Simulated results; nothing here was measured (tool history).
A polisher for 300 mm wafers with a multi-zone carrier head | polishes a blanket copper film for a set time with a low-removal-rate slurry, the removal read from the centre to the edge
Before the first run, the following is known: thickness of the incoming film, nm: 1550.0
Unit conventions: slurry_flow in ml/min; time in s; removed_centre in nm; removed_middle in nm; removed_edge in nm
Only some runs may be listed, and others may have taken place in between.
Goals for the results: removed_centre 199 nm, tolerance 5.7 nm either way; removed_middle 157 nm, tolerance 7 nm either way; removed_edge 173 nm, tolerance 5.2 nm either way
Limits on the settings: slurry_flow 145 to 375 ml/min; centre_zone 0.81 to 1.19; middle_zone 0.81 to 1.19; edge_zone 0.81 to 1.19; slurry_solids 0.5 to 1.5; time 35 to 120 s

run	hour	slurry_flow	centre_zone	middle_zone	edge_zone	slurry_solids	time	removed_centre	removed_middle	removed_edge
1	0	240	1	1	1	1	77	146.5	149.87	146
2	7.3	240	0.97	1	1	1	77	143.13	146.6	149.19
3	9.9	240	0.97	1	0.94	1	77	141.67	151.45	143.55
4	12.6	240	0.97	1	0.98	1	77	142.02	147.55	146.27
5	14	240	0.97	1.09	0.98	1	77	142.41	158.59	146.53
6	19.2	245	1	1.07	1.01	1.05	77	147.63	158.96	148.5
7	25.6	250	1.03	1.04	1.03	1.1	78	152.93	160.83	155.02
8	27.6	290	1.13	0.94	0.93	1.35	87	196.59	169.29	169.31
9	34.9	290	1.13	0.93	0.94	1.35	87	198.4	165.42	172.91
10	43.5	290	1.13	0.92	0.94	1.35	87	198.55	165.77	171.74

5 candidate next runs follow, results not yet known. Just one meets every target within its allowed miss. Identify it.
A	52.1	250	1.11	1.02	0.88	1.5	88	?	?	?
B	52.1	320	1.14	0.95	0.92	1.4	88	?	?	?
C	52.1	300	1.11	0.96	0.92	1.2	88	?	?	?
D	52.1	305	1.1	0.95	0.88	1.4	89	?	?	?
E	52.1	290	1.14	0.87	0.97	1.35	86	?	?	?

move	removed_centre	removed_middle	removed_edge
A	199.18	188.2	170.21
B	206.18	178.35	173.95
C	195.09	174.97	169.29
D	200.43	179.83	172.24
E	198.74	159.99	172.23
A: further off than the last run
B: further off than the last run
C: further off than the last run
D: further off than the last run
E: in spec on every target
The right move is E.
